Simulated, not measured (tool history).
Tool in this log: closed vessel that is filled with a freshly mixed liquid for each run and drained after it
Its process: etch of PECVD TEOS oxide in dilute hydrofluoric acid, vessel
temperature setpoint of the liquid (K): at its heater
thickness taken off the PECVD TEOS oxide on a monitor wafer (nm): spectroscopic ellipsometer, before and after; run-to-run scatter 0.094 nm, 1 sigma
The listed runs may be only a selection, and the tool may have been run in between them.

run	hour	temperature setpoint of the liquid (K)	parts of water to one part of 49 % hydrofluoric acid (parts by volume)	time in the liquid (s)	thickness taken off the PECVD TEOS oxide on a monitor wafer (nm)
1	0	299.15	265	210	12.739
2	6.8	302.15	265	210	14.333
3	11.5	299.15	265	210	12.782
4	18.1	299.15	265	220	13.509
5	19	302.15	265	220	14.824
6	24.9	300.65	270	220	13.957

What will run 7 give?
7	26.8	300.65	270	220	?

thickness taken off the PECVD TEOS oxide on a monitor wafer (nm): 13.647
